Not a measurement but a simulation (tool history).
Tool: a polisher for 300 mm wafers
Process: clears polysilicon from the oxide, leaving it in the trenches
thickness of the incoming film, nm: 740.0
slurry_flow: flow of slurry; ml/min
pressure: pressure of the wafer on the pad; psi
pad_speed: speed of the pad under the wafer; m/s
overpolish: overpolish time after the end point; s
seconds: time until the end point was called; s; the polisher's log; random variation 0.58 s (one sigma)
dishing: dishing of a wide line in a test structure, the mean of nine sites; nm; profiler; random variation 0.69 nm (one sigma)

| run | hour | slurry_flow | pressure | pad_speed | overpolish | seconds | dishing |
|---|---|---|---|---|---|---|---|
| 1 | 0.0 | 220 | 2.0 | 1.24 | 9 | 69.552 | 35.564 |
| 2 | 2.0 | 220 | 2.2 | 1.26 | 8 | 64.877 | 33.313 |
| 3 | 3.6 | 220 | 2.6 | 1.26 | 8 | 55.677 | 33.879 |
| 4 | 4.7 | 220 | 2.6 | 1.26 | 5 | 57.021 | 31.955 |
| 5 | 11.7 | 220 | 2.9 | 1.26 | 5 | 50.658 | 32.399 |
| 6 | 19.5 | 220 | 3.0 | 1.28 | 6 | 49.181 | 34.789 |

The next listed run, before its measurement:
| 7 | 24.9 | 220 | 3.0 | 1.32 | 6 | ? | ? |

{"run 7": {"seconds": 48.944, "dishing": 34.008}}
